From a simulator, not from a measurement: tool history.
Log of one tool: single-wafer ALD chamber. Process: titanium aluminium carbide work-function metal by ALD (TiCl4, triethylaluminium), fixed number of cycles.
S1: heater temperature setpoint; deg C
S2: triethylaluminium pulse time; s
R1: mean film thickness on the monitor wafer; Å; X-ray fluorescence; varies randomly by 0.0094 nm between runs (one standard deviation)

{"run": 1, "hour": 0.0, "S1": 300, "S2": 7.21, "R1": 17.657}
{"run": 2, "hour": 8.6, "S1": 296, "S2": 6.9, "R1": 16.99}
{"run": 3, "hour": 9.1, "S1": 302, "S2": 6.9, "R1": 17.508}
{"run": 4, "hour": 9.8, "S1": 298, "S2": 6.66, "R1": 17.172}
{"run": 5, "hour": 12.1, "S1": 298, "S2": 7.66, "R1": 17.912}
{"run": 6, "hour": 18.5, "S1": 304, "S2": 7.66, "R1": 18.303}

Estimate the outcome of run 7 from the log above:
{"run": 7, "hour": 23.0, "S1": 299, "S2": 7.29, "R1": "?"}

R1: 17.791 Å
